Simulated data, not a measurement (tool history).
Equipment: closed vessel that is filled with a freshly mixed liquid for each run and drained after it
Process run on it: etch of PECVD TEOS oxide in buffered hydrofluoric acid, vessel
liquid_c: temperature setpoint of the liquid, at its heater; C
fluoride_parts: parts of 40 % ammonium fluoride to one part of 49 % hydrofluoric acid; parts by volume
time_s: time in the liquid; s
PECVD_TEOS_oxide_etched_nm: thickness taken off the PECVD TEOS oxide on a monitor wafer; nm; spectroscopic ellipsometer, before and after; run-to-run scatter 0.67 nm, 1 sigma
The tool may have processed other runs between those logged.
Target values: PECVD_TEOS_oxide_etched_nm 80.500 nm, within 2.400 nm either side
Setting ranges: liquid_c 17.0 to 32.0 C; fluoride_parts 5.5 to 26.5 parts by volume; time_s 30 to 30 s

| run | hour | liquid_c | fluoride_parts | time_s | PECVD_TEOS_oxide_etched_nm |
|---|---|---|---|---|---|
| 1 | 0.0 | 24.0 | 16.0 | 30 | 26.634 |
| 2 | 3.4 | 24.0 | 11.5 | 30 | 36.542 |
| 3 | 5.6 | 26.5 | 10.0 | 30 | 47.629 |
| 4 | 8.2 | 23.5 | 10.0 | 30 | 40.602 |
| 5 | 9.1 | 26.0 | 9.0 | 30 | 50.815 |
| 6 | 16.4 | 27.5 | 8.5 | 30 | 57.213 |
|  | 18.6 | hydrofluoric acid flow meter replaced |
| 7 | 18.6 | 29.0 | 8.0 | 30 | 72.166 |
| 8 | 20.0 | 29.5 | 8.0 | 30 | 73.020 |
| 9 | 27.3 | 30.0 | 8.0 | 30 | 74.303 |
| 10 | 33.5 | 30.5 | 8.0 | 30 | 77.162 |

Exactly one of the 4 candidate moves below puts every result within its allowed miss. Which one?
| A | 39.7 | 31.0 | 7.5 | 30 | ? |
| B | 39.7 | 31.5 | 8.0 | 30 | ? |
| C | 39.7 | 28.5 | 7.5 | 30 | ? |
| D | 39.7 | 30.0 | 8.5 | 30 | ? |

| move | PECVD_TEOS_oxide_etched_nm |
|---|---|
| A | 84.971 |
| B | 81.337 |
| C | 74.529 |
| D | 70.442 |
A: takes the biggest miss from the last run beyond its target
B: every result lands within tolerance
C: further off than the last run
D: further off than the last run
Go with B: it meets all targets.
